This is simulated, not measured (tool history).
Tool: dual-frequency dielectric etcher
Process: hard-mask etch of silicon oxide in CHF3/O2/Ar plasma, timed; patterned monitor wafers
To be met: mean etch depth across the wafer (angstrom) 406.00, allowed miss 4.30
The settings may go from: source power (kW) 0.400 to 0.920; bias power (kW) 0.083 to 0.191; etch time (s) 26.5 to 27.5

run,day,source power (kW),bias power (kW),etch time (s),mean etch depth across the wafer (angstrom)
1,0.000,0.660,0.137,26.5,488.92
2,0.204,0.660,0.160,26.5,517.70
3,0.454,0.580,0.149,26.5,478.95
4,0.596,0.520,0.142,26.5,448.44
5,0.667,0.480,0.140,26.5,432.44
6,0.725,0.560,0.140,26.5,460.77
7,0.925,0.510,0.138,26.5,439.51
8,1.067,0.480,0.138,26.5,429.26
9,1.267,0.400,0.136,26.5,394.51
10,1.325,0.410,0.136,26.5,398.67

Which of these 5 next moves meets every target?
A,1.383,0.400,0.154,26.5,?
B,1.383,0.400,0.132,27.0,?
C,1.383,0.400,0.137,27.0,?
D,1.383,0.400,0.132,26.5,?
E,1.383,0.400,0.128,27.0,?

move,mean etch depth across the wafer (angstrom)
A,415.67
B,398.65
C,404.49
D,391.27
E,393.89
A: takes the result that was furthest off past its target
B: as far off as the last run
C: meets every target
D: further off than the last run
E: further off than the last run
Answer: C

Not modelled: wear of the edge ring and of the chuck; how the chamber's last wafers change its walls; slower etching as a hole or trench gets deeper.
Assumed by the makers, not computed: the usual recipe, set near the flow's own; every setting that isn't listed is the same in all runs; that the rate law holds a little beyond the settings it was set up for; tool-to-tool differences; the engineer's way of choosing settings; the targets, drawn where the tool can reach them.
